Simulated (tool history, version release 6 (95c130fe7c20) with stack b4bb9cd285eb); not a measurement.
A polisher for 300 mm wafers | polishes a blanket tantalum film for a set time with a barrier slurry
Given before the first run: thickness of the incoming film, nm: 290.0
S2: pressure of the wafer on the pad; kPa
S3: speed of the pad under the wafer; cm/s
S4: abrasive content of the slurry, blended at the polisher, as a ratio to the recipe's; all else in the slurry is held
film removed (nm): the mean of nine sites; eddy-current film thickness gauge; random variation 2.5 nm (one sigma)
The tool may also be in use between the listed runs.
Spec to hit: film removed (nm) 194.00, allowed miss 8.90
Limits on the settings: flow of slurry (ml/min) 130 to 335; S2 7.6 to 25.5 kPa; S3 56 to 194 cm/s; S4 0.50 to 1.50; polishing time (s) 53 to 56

Run 1, day 0.000: flow of slurry (ml/min) 215, S2 16.5 kPa, S3 124 cm/s, S4 1.00, polishing time (s) 53. Result: film removed (nm) 150.23.
Run 2, day 0.300: flow of slurry (ml/min) 180, S2 16.5 kPa, S3 124 cm/s, S4 1.00, polishing time (s) 53. Result: film removed (nm) 147.56.
Run 3, day 0.558: flow of slurry (ml/min) 180, S2 16.5 kPa, S3 124 cm/s, S4 1.00, polishing time (s) 56. Result: film removed (nm) 158.41.
Run 4, day 0.758: flow of slurry (ml/min) 180, S2 17.2 kPa, S3 124 cm/s, S4 1.00, polishing time (s) 56. Result: film removed (nm) 161.52.
Run 5, day 1.133: flow of slurry (ml/min) 180, S2 17.2 kPa, S3 104 cm/s, S4 1.00, polishing time (s) 56. Result: film removed (nm) 138.32.
Run 6, day 1.438: flow of slurry (ml/min) 180, S2 17.2 kPa, S3 92 cm/s, S4 1.00, polishing time (s) 56. Result: film removed (nm) 127.23.
Run 7, day 1.646: flow of slurry (ml/min) 180, S2 18.6 kPa, S3 92 cm/s, S4 1.00, polishing time (s) 56. Result: film removed (nm) 136.32.
Run 8, day 1.725: flow of slurry (ml/min) 180, S2 20.0 kPa, S3 92 cm/s, S4 1.00, polishing time (s) 56. Result: film removed (nm) 146.31.
Run 9, day 1.754: flow of slurry (ml/min) 180, S2 24.1 kPa, S3 96 cm/s, S4 1.00, polishing time (s) 56. Result: film removed (nm) 177.67.

Exactly one of the 5 candidate moves below puts every result within its allowed miss. Which one?
Run A, day 1.783: flow of slurry (ml/min) 190, S2 23.4 kPa, S3 88 cm/s, S4 1.20, polishing time (s) 56. Result: film removed (nm) ?.
Run B, day 1.783: flow of slurry (ml/min) 175, S2 24.1 kPa, S3 94 cm/s, S4 0.95, polishing time (s) 56. Result: film removed (nm) ?.
Run C, day 1.783: flow of slurry (ml/min) 200, S2 22.8 kPa, S3 128 cm/s, S4 0.90, polishing time (s) 53. Result: film removed (nm) ?.
Run D, day 1.783: flow of slurry (ml/min) 145, S2 25.5 kPa, S3 92 cm/s, S4 0.80, polishing time (s) 56. Result: film removed (nm) ?.
Run E, day 1.783: flow of slurry (ml/min) 155, S2 22.1 kPa, S3 100 cm/s, S4 1.10, polishing time (s) 56. Result: film removed (nm) ?.

move  film removed (nm)
   A             165.88
   B             167.02
   C             192.14
   D             160.74
   E             166.54
A: moves away from the targets compared with the last run
B: moves away from the targets compared with the last run
C: each result inside its tolerance
D: moves away from the targets compared with the last run
E: moves away from the targets compared with the last run
So the answer is move C, the one that meets all the targets.

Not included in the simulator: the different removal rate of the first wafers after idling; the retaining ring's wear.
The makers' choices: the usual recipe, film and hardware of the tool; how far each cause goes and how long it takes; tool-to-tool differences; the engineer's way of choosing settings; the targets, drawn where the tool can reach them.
